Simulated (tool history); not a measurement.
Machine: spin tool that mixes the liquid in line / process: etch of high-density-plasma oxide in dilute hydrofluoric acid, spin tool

run,hour,temperature setpoint of the liquid (°C),parts of water to one part of 49 % hydrofluoric acid (parts by volume),time under the liquid (s),thickness taken off the high-density-plasma oxide on a monitor wafer (angstrom)
1,0,26,140,295,150.27
2,7.4,26,140,320,162.27
3,14.9,26,140,320,163.86
4,18.3,26,175,320,125.05
5,26.7,22.5,175,320,109.01
6,28.5,22.5,175,320,108.85
7,31.9,21.5,175,320,105.2
8,35.6,20.5,175,320,101.27

Expected results for the next run?
9,42.7,20,175,320,?

{"run 9": {"thickness taken off the high-density-plasma oxide on a monitor wafer (angstrom)": 98.688}}

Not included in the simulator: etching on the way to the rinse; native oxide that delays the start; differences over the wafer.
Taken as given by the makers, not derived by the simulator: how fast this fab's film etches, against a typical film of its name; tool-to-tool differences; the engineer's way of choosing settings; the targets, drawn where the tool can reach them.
